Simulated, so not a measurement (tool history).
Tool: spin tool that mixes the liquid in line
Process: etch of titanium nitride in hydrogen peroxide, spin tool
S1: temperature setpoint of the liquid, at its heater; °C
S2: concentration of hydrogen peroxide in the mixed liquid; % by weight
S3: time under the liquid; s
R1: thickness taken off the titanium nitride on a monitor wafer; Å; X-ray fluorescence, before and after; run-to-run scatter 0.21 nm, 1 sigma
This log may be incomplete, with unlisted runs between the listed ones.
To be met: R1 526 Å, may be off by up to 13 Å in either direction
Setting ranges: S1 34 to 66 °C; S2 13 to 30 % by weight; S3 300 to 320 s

| run | day | S1 | S2 | S3 | R1 |
|---|---|---|---|---|---|
| 1 | 0 | 50 | 26 | 300 | 180.83 |
| 2 | 0.279 | 50 | 22.5 | 300 | 175.41 |
| 3 | 0.312 | 50 | 27 | 300 | 181.25 |
| 4 | 0.529 | 47 | 27 | 300 | 144.99 |
| 5 | 0.871 | 47 | 30 | 300 | 148.04 |
| 6 | 1.071 | 50.5 | 30 | 300 | 193.1 |
| 7 | 1.162 | 53 | 30 | 300 | 232.06 |
|  | 1.338 | heated supply line repaired |
| 8 | 1.338 | 55 | 30 | 300 | 347.38 |
| 9 | 1.471 | 55.5 | 30 | 300 | 359.81 |
| 10 | 1.55 | 62 | 30 | 300 | 564.51 |

Which one of the following 5 next-run settings gets every result inside its allowed miss? There is exactly one.
| A | 1.629 | 60 | 30 | 300 | ? |
| B | 1.629 | 59 | 30 | 320 | ? |
| C | 1.629 | 60 | 29 | 310 | ? |
| D | 1.629 | 61.5 | 19 | 320 | ? |
| E | 1.629 | 60.5 | 27.5 | 300 | ? |

| move | R1 |
|---|---|
| A | 491.11 |
| B | 489.33 |
| C | 503.68 |
| D | 524.98 |
| E | 498.37 |
A: takes the result that was furthest off past its target
B: takes the result that was furthest off past its target
C: takes the result that was furthest off past its target
D: meets every target
E: takes the result that was furthest off past its target
Move D is the one to make.
